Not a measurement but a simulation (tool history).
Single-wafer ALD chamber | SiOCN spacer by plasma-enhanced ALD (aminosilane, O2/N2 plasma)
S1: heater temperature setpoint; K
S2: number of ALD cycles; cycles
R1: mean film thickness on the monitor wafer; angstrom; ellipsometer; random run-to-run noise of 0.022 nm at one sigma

Run 1, hour 0.0: S1 683.15 K, S2 100 cycles. Result: R1 58.792 angstrom.
Run 2, hour 4.7: S1 692.15 K, S2 100 cycles. Result: R1 56.545 angstrom.
Run 3, hour 6.6: S1 692.15 K, S2 86 cycles. Result: R1 48.715 angstrom.
Run 4, hour 7.6: S1 687.15 K, S2 91 cycles. Result: R1 52.547 angstrom.
Run 5, hour 11.1: S1 687.15 K, S2 85 cycles. Result: R1 48.866 angstrom.
Run 6, hour 16.0: S1 681.15 K, S2 85 cycles. Result: R1 49.912 angstrom.
Run 7, hour 19.3: S1 681.15 K, S2 85 cycles. Result: R1 49.999 angstrom.
Run 8, hour 26.1: S1 678.15 K, S2 90 cycles. Result: R1 53.583 angstrom.
Run 9, hour 32.4: S1 675.15 K, S2 94 cycles. Result: R1 56.610 angstrom.

Run 10, settings as shown, results not yet in. Your forecast:
Run 10, hour 40.6: S1 673.15 K, S2 97 cycles. Result: R1 ?.

{"run 10": {"R1": 58.242}}
